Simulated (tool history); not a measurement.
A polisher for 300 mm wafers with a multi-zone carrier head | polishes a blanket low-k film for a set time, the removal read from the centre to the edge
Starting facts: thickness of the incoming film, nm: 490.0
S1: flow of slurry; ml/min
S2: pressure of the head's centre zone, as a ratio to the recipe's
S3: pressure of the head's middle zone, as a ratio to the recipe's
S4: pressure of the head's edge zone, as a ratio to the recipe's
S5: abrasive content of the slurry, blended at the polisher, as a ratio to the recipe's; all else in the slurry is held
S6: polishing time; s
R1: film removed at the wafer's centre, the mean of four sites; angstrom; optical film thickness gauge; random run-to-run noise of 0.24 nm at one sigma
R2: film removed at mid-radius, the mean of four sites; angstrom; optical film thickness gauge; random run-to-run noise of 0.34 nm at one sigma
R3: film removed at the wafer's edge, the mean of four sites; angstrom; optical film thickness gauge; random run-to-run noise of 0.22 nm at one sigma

run,hour,S1,S2,S3,S4,S5,S6,R1,R2,R3
1,0.0,290,1.00,1.00,1.00,1.00,90,347.69,360.31,337.27
2,8.0,280,0.97,1.04,0.98,1.00,90,343.37,360.72,334.79
3,12.5,280,0.97,1.13,0.98,1.00,90,340.18,388.73,330.97
4,16.8,280,0.97,1.13,0.98,1.00,102,382.58,448.38,375.27
5,20.2,270,0.93,1.13,0.94,0.95,102,356.99,424.80,356.83
6,27.7,260,0.90,1.14,0.90,0.95,102,348.04,427.86,349.35
7,28.9,250,0.88,1.13,0.88,0.95,102,342.78,430.91,342.86
8,30.4,245,0.86,1.11,0.87,0.90,102,324.71,407.30,331.69

What does the tool deliver on the next run?
9,32.0,240,0.85,1.10,0.86,0.90,102,?,?,?

{"run 9": {"R1": 318.5, "R2": 406.06, "R3": 331.22}}
